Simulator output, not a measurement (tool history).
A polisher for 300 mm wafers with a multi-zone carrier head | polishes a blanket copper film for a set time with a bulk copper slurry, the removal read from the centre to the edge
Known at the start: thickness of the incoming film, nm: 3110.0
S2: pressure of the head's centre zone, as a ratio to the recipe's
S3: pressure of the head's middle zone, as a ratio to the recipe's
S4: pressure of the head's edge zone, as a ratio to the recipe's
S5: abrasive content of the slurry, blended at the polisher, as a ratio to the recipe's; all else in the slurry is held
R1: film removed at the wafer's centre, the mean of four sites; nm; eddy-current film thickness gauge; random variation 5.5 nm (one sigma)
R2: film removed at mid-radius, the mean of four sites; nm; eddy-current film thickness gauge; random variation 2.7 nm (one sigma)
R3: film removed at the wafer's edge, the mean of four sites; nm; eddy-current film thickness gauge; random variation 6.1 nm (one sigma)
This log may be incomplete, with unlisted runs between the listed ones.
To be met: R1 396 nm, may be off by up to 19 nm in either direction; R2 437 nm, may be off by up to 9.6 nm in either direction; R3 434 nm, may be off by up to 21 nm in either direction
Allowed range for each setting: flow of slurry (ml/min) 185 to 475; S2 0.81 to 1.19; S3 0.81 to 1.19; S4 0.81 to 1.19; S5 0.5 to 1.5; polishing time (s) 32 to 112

run 1 hour=0 | flow_of_slurry_(ml/min)=305 S2=1 S3=1 S4=1 S5=1 polishing_time_(s)=72 | R1=725.53 R2=704.65 R3=700.7
run 2 hour=3.1 | flow_of_slurry_(ml/min)=300 S2=0.96 S3=0.98 S4=0.97 S5=0.9 polishing_time_(s)=67 | R1=613.9 R2=658.88 R3=641.81
run 3 hour=9.7 | flow_of_slurry_(ml/min)=340 S2=0.96 S3=0.98 S4=0.97 S5=0.9 polishing_time_(s)=67 | R1=644.23 R2=649.21 R3=640.04
run 4 hour=12.1 | flow_of_slurry_(ml/min)=340 S2=0.96 S3=0.98 S4=1 S5=0.9 polishing_time_(s)=67 | R1=662.89 R2=651.56 R3=675.67
run 5 hour=20.2 | flow_of_slurry_(ml/min)=320 S2=0.96 S3=0.95 S4=0.97 S5=0.85 polishing_time_(s)=63 | R1=596.01 R2=603.69 R3=598.62
run 6 hour=23.8 | flow_of_slurry_(ml/min)=380 S2=0.96 S3=0.95 S4=0.97 S5=0.85 polishing_time_(s)=63 | R1=602.17 R2=609.29 R3=615.2
run 7 hour=31.3 | flow_of_slurry_(ml/min)=375 S2=0.95 S3=0.92 S4=0.95 S5=0.8 polishing_time_(s)=59 | R1=547.33 R2=565.52 R3=572.72
run 8 hour=39.3 | flow_of_slurry_(ml/min)=370 S2=0.95 S3=0.9 S4=0.94 S5=0.75 polishing_time_(s)=56 | R1=525.91 R2=519.48 R3=530.12
run 9 hour=40.3 | flow_of_slurry_(ml/min)=360 S2=0.92 S3=0.88 S4=0.92 S5=0.7 polishing_time_(s)=55 | R1=487.66 R2=503.63 R3=509.84

5 candidate next runs follow, results not yet known. Just one meets every target within its allowed miss. Identify it.
run A hour=41.3 | flow_of_slurry_(ml/min)=290 S2=0.94 S3=1.06 S4=0.81 S5=0.55 polishing_time_(s)=46 | R1=? R2=? R3=?
run B hour=41.3 | flow_of_slurry_(ml/min)=425 S2=0.95 S3=0.81 S4=0.83 S5=0.85 polishing_time_(s)=62 | R1=? R2=? R3=?
run C hour=41.3 | flow_of_slurry_(ml/min)=430 S2=0.89 S3=0.97 S4=1 S5=0.5 polishing_time_(s)=47 | R1=? R2=? R3=?
run D hour=41.3 | flow_of_slurry_(ml/min)=310 S2=0.82 S3=0.92 S4=0.81 S5=0.7 polishing_time_(s)=51 | R1=? R2=? R3=?
run E hour=41.3 | flow_of_slurry_(ml/min)=390 S2=0.89 S3=1.05 S4=0.81 S5=0.6 polishing_time_(s)=46 | R1=? R2=? R3=?

move=A R1=395.85 R2=433.43 R3=371.85
move=B R1=585.07 R2=557.54 R3=545.14
move=C R1=393.79 R2=434.83 R3=426.16
move=D R1=394.46 R2=463.14 R3=424.98
move=E R1=389.06 R2=446.86 R3=382.75
A: brings the result that was furthest off to its target, and leaves another outside
B: misses by more than the last run did
C: in spec on every target
D: closer than the last run, but not yet in spec
E: closer than the last run, but not yet in spec
C meets every target.

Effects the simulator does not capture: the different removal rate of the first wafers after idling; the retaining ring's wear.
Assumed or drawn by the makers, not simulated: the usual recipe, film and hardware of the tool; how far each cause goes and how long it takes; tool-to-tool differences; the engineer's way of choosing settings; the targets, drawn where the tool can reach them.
